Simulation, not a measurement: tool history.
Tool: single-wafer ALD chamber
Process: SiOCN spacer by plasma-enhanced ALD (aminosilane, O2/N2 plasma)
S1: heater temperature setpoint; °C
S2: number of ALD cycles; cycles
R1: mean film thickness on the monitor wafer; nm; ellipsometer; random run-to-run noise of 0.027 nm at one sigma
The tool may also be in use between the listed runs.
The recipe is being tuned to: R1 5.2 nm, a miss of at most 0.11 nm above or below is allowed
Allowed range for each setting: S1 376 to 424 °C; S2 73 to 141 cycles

run  hour   S1   S2      R1
  1     0  400  107  6.3498
  2   4.6  400  105  6.2994
  3  10.5  400   98  5.8471
  4    12  400   97   5.769
  5  12.6  409   97  5.6439
  6  20.4  409   96  5.5645
  7  26.7  410   95  5.4958
  8  30.9  410   95  5.4671
  9  33.2  411   95  5.4619
 10  40.1  412   95  5.4644

5 candidate next runs follow, results not yet known. Just one meets every target within its allowed miss. Identify it.
  A    47  395   87   ?
  B    47  410  102   ?
  C    47  408  105   ?
  D    47  412  102   ?
  E    47  409  102   ?

move      R1
   A  5.2163
   B  5.9124
   C  6.1281
   D  5.8717
   E  5.9327
A: in spec on every target
B: the biggest miss grows against the last run
C: the biggest miss grows against the last run
D: the biggest miss grows against the last run
E: the biggest miss grows against the last run
A meets every target.

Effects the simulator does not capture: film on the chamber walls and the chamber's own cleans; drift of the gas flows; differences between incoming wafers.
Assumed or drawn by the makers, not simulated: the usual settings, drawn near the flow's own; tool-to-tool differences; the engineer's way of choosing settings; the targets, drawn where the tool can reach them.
